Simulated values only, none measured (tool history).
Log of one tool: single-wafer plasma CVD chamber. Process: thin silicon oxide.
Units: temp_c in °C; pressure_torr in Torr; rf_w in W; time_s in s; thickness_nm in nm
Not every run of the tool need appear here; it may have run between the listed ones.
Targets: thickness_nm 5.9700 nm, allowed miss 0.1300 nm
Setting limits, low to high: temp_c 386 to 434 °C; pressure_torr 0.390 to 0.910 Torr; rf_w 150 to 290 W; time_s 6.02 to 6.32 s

run 1 hour=0.0 | temp_c=410 pressure_torr=0.650 rf_w=220 time_s=6.32 | thickness_nm=8.4521
run 2 hour=1.4 | temp_c=410 pressure_torr=0.609 rf_w=220 time_s=6.32 | thickness_nm=7.9274
run 3 hour=5.8 | temp_c=410 pressure_torr=0.562 rf_w=220 time_s=6.32 | thickness_nm=7.3412
run 4 hour=6.3 | temp_c=410 pressure_torr=0.562 rf_w=220 time_s=6.02 | thickness_nm=7.0014
run 5 hour=12.1 | temp_c=410 pressure_torr=0.562 rf_w=245 time_s=6.02 | thickness_nm=7.3032
run 6 hour=16.0 | temp_c=410 pressure_torr=0.562 rf_w=275 time_s=6.02 | thickness_nm=7.5699
run 7 hour=18.4 | temp_c=410 pressure_torr=0.523 rf_w=275 time_s=6.02 | thickness_nm=7.0531
run 8 hour=22.9 | temp_c=410 pressure_torr=0.410 rf_w=275 time_s=6.02 | thickness_nm=5.5369
run 9 hour=24.0 | temp_c=410 pressure_torr=0.410 rf_w=275 time_s=6.02 | thickness_nm=5.5330
run 10 hour=27.9 | temp_c=410 pressure_torr=0.464 rf_w=275 time_s=6.02 | thickness_nm=6.2681
-- hour=35.8 thermocouple changed; heater temperature recalibrated
run 11 hour=35.8 | temp_c=410 pressure_torr=0.457 rf_w=275 time_s=6.02 | thickness_nm=6.1993
run 12 hour=39.7 | temp_c=410 pressure_torr=0.452 rf_w=275 time_s=6.02 | thickness_nm=6.1301

Which one of the following 5 next-run settings gets every result inside its allowed miss? There is exactly one.
run A hour=43.6 | temp_c=407 pressure_torr=0.436 rf_w=275 time_s=6.32 | thickness_nm=?
run B hour=43.6 | temp_c=421 pressure_torr=0.439 rf_w=285 time_s=6.02 | thickness_nm=?
run C hour=43.6 | temp_c=407 pressure_torr=0.401 rf_w=270 time_s=6.32 | thickness_nm=?
run D hour=43.6 | temp_c=410 pressure_torr=0.456 rf_w=280 time_s=6.02 | thickness_nm=?
run E hour=43.6 | temp_c=413 pressure_torr=0.437 rf_w=290 time_s=6.25 | thickness_nm=?

move=A thickness_nm=6.2272
move=B thickness_nm=5.9912
move=C thickness_nm=5.6787
move=D thickness_nm=6.2323
move=E thickness_nm=6.2618
A: misses by more than the last run did
B: every result lands within tolerance
C: pushes the last run's worst result past its target
D: misses by more than the last run did
E: misses by more than the last run did
The right move is B.
